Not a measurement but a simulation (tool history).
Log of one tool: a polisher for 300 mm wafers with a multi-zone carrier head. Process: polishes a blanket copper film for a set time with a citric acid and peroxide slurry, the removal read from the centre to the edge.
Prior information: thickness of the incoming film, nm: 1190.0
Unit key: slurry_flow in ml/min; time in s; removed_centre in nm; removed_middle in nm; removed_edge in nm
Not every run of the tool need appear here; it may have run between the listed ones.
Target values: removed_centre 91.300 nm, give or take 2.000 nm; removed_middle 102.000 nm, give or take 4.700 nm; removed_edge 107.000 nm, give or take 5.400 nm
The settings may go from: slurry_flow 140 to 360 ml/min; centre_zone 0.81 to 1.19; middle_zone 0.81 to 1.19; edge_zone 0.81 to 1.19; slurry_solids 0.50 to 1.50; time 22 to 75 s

run,hour,slurry_flow,centre_zone,middle_zone,edge_zone,slurry_solids,time,removed_centre,removed_middle,removed_edge
1,0.0,230,1.00,1.00,1.00,1.00,48,130.970,133.680,135.400
2,8.6,255,1.00,1.00,1.00,1.00,48,131.020,130.850,133.620
3,16.3,260,0.97,0.99,0.99,0.90,47,120.930,127.060,130.740
4,20.4,265,0.96,0.98,0.98,0.85,46,117.810,122.620,130.300
5,26.3,265,0.96,0.92,0.98,0.85,46,118.760,114.630,127.610
6,33.2,265,1.00,0.92,0.98,0.85,46,121.990,116.320,128.640
7,38.7,260,0.98,0.93,0.96,0.80,45,115.400,114.700,121.300
8,40.6,255,0.96,0.92,0.95,0.75,45,112.380,111.000,122.560
# hour 44.0: edge zone pressure recalibrated
9,44.0,255,0.95,0.93,0.93,0.70,44,106.010,110.800,113.730
10,44.9,250,0.93,0.92,0.92,0.70,44,104.590,107.800,111.700

5 next moves are on the table. One of them brings every result within its allowed miss. Which?
A,45.8,235,0.87,0.88,0.96,0.85,42,?,?,?
B,45.8,255,0.89,0.98,1.01,0.70,40,?,?,?
C,45.8,205,0.95,1.07,0.81,0.70,40,?,?,?
D,45.8,280,0.97,0.90,0.84,0.70,45,?,?,?
E,45.8,325,0.81,0.88,1.19,0.65,44,?,?,?

move,removed_centre,removed_middle,removed_edge
A,96.207,99.896,112.910
B,91.091,100.960,106.050
C,95.310,106.710,96.349
D,112.660,106.560,112.240
E,91.737,102.080,125.000
A: nearer the targets than the last run, but a result is still out of spec
B: all results land within tolerance of their targets
C: nearer the targets than the last run, but a result is still out of spec
D: further off than the last run
E: gets the furthest-off result to its target, but another result is out of tolerance
B meets every target.

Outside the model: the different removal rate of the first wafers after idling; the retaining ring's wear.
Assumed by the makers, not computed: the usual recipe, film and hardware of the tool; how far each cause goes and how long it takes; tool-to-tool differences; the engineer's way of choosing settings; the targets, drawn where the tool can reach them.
